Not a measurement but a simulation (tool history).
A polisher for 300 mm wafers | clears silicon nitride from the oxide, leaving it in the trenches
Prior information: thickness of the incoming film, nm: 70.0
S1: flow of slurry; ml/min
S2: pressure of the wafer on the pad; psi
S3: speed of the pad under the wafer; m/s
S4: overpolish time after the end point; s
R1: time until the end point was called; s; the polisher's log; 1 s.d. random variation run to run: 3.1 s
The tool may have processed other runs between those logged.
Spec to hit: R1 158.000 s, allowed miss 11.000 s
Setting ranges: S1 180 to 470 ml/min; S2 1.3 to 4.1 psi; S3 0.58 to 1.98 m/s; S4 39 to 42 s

run	hour	S1	S2	S3	S4	R1
1	0.0	300	2.7	1.28	39	85.395
2	8.4	300	2.4	1.24	39	97.052
3	13.9	300	2.4	1.24	42	96.360
4	20.8	245	2.4	1.24	42	96.552
5	24.8	245	2.2	1.20	42	106.470
6	31.3	245	2.2	0.92	42	131.780
7	33.7	245	2.1	0.90	42	134.660
8	36.3	245	2.1	0.90	42	146.450
# hour 43.1: worn pad replaced by a new one
9	43.1	245	2.0	0.90	42	134.490

Which single option among these 4 for the next run brings every result within its allowed miss of target? Just one does.
A	49.9	325	1.9	1.18	42	?
B	49.9	240	2.2	0.62	42	?
C	49.9	260	1.7	1.18	39	?
D	49.9	255	1.9	0.60	42	?

move	R1
A	112.110
B	159.600
C	127.160
D	186.570
A: further off than the last run
B: all results in spec
C: further off than the last run
D: pushes the last run's worst result past its target
The right move is B.
